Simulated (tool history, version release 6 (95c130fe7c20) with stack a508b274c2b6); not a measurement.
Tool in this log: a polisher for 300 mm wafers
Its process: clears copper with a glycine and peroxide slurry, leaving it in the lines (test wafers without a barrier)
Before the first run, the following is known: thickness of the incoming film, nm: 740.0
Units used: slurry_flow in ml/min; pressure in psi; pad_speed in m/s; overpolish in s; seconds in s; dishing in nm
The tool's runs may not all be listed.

| run | hour | slurry_flow | pressure | pad_speed | overpolish | seconds | dishing |
|---|---|---|---|---|---|---|---|
| 1 | 0.0 | 225 | 3.3 | 0.76 | 9 | 169.82 | 18.592 |
| 2 | 2.6 | 225 | 3.6 | 0.76 | 9 | 161.69 | 18.995 |
| 3 | 7.0 | 225 | 2.9 | 0.76 | 9 | 186.36 | 17.181 |
| 4 | 8.6 | 225 | 2.3 | 0.76 | 9 | 211.38 | 16.492 |
| 5 | 10.5 | 225 | 2.3 | 0.64 | 9 | 239.31 | 14.625 |
| 6 | 11.8 | 225 | 3.0 | 0.66 | 10 | 207.35 | 17.931 |
| 7 | 12.6 | 225 | 3.5 | 0.68 | 10 | 176.17 | 19.898 |
| 8 | 18.3 | 225 | 3.8 | 0.68 | 10 | 171.56 | 20.753 |
| 9 | 26.2 | 225 | 4.1 | 0.68 | 10 | 159.04 | 21.126 |
| 10 | 28.9 | 225 | 4.3 | 0.68 | 10 | 157.09 | 21.994 |

Run 11 comes next. What will it give?
| 11 | 30.6 | 225 | 4.5 | 0.70 | 10 | ? | ? |

Run 11 yielded seconds 148.26 s, dishing 21.526 nm.
